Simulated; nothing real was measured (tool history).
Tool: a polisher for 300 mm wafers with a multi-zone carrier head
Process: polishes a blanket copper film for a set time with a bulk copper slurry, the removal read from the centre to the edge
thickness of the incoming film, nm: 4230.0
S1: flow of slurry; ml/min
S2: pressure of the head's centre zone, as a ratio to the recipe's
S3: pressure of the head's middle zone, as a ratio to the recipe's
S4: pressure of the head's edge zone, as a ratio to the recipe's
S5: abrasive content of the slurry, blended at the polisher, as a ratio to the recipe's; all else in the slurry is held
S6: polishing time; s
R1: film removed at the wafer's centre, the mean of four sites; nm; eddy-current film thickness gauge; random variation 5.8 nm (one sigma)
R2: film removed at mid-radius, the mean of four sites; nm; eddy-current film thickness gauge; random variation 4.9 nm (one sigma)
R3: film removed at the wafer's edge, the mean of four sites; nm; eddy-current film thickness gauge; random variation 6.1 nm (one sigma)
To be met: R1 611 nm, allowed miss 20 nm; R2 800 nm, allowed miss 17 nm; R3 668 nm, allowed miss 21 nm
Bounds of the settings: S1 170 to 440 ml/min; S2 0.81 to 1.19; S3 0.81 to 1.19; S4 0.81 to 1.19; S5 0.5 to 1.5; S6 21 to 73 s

Run 1, hour 0: S1 280 ml/min, S2 1, S3 1, S4 1, S5 1, S6 47 s. Result: R1 503.42 nm, R2 521.88 nm, R3 509.71 nm.
Run 2, hour 5.2: S1 280 ml/min, S2 1, S3 1, S4 1, S5 1, S6 52 s. Result: R1 579.84 nm, R2 580.29 nm, R3 569.15 nm.
Run 3, hour 12.1: S1 280 ml/min, S2 1, S3 1, S4 0.96, S5 1, S6 52 s. Result: R1 568.89 nm, R2 574.94 nm, R3 550.99 nm.
Run 4, hour 13.2: S1 280 ml/min, S2 1, S3 0.97, S4 0.96, S5 1, S6 52 s. Result: R1 567.36 nm, R2 559.6 nm, R3 550.11 nm.
Run 5, hour 14.6: S1 290 ml/min, S2 0.99, S3 1, S4 0.97, S5 1.05, S6 52 s. Result: R1 571.9 nm, R2 584.53 nm, R3 561.5 nm.
Run 6, hour 19.4: S1 290 ml/min, S2 0.99, S3 1.04, S4 0.97, S5 1.05, S6 52 s. Result: R1 574.82 nm, R2 599 nm, R3 555.84 nm.
Run 7, hour 21.9: S1 300 ml/min, S2 0.97, S3 1.06, S4 0.98, S5 1.1, S6 52 s. Result: R1 570.14 nm, R2 629.3 nm, R3 574.11 nm.
Run 8, hour 28.8: S1 310 ml/min, S2 0.96, S3 1.08, S4 0.99, S5 1.15, S6 52 s. Result: R1 564.15 nm, R2 644.62 nm, R3 580.95 nm.
Run 9, hour 36.9: S1 320 ml/min, S2 0.96, S3 1.1, S4 1, S5 1.2, S6 52 s. Result: R1 573.06 nm, R2 654.47 nm, R3 603.13 nm.
Run 10, hour 38.5: S1 320 ml/min, S2 0.95, S3 1.11, S4 0.99, S5 1.25, S6 53 s. Result: R1 585.85 nm, R2 690.86 nm, R3 609.95 nm.
Run 11, hour 40.1: S1 380 ml/min, S2 0.93, S3 1.19, S4 1.09, S5 1.45, S6 54 s. Result: R1 629.36 nm, R2 779.97 nm, R3 692.05 nm.
Run 12, hour 43.8: S1 380 ml/min, S2 0.92, S3 1.19, S4 1.08, S5 1.45, S6 54 s. Result: R1 619.14 nm, R2 769.2 nm, R3 686.4 nm.
Run 13, hour 50.9: S1 375 ml/min, S2 0.91, S3 1.19, S4 1.06, S5 1.45, S6 54 s. Result: R1 616.52 nm, R2 774.77 nm, R3 680.59 nm.
Run 14, hour 59.8: S1 375 ml/min, S2 0.9, S3 1.19, S4 1.05, S5 1.45, S6 54 s. Result: R1 604.56 nm, R2 782.7 nm, R3 685.9 nm.
Run 15, hour 60.7: S1 395 ml/min, S2 0.91, S3 1.19, S4 0.95, S5 1.45, S6 54 s. Result: R1 618.69 nm, R2 788.41 nm, R3 649.19 nm.

5 next moves are on the table. One of them brings every result within its allowed miss. Which?
Run A, hour 61.6: S1 420 ml/min, S2 0.87, S3 1.12, S4 1.03, S5 1.45, S6 56 s. Result: R1 ?, R2 ?, R3 ?.
Run B, hour 61.6: S1 380 ml/min, S2 0.87, S3 1.11, S4 1.04, S5 1.4, S6 56 s. Result: R1 ?, R2 ?, R3 ?.
Run C, hour 61.6: S1 435 ml/min, S2 0.95, S3 1.15, S4 0.94, S5 1.45, S6 56 s. Result: R1 ?, R2 ?, R3 ?.
Run D, hour 61.6: S1 300 ml/min, S2 0.89, S3 1.19, S4 0.97, S5 1.25, S6 59 s. Result: R1 ?, R2 ?, R3 ?.
Run E, hour 61.6: S1 390 ml/min, S2 0.9, S3 1.19, S4 0.85, S5 1.35, S6 57 s. Result: R1 ?, R2 ?, R3 ?.

move      R1      R2      R3
   A     614   783.4  699.12
   B  603.27  765.24  691.96
   C  672.86  800.64  670.17
   D  616.79  806.78  672.22
   E  630.87  814.09  634.87
A: takes the result that was furthest off past its target
B: takes the result that was furthest off past its target
C: brings the result that was furthest off to its target, and leaves another outside
D: meets every target
E: further off than the last run
Move D is the one to make.
